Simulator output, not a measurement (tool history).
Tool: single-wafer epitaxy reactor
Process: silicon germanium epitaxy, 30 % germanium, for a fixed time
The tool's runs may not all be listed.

run  hour  wafer temperature setpoint (pyrometer-controlled) (deg C)  chamber pressure (Torr)  mean film thickness on the monitor wafer (angstrom)
  1     0                                                        590                     17.7                                               483.14
  2   7.1                                                        588                     17.7                                                468.1
  3  10.1                                                        588                     20.9                                               503.43
  4  11.4                                                        578                     20.9                                               423.08
  5  12.3                                                        567                     20.9                                               352.44
  6  13.2                                                        571                       21                                               378.62

Run 7, settings as shown, results not yet in. Your forecast:
  7    20                                                        574                       21                                                    ?

mean film thickness on the monitor wafer (angstrom): 398.64
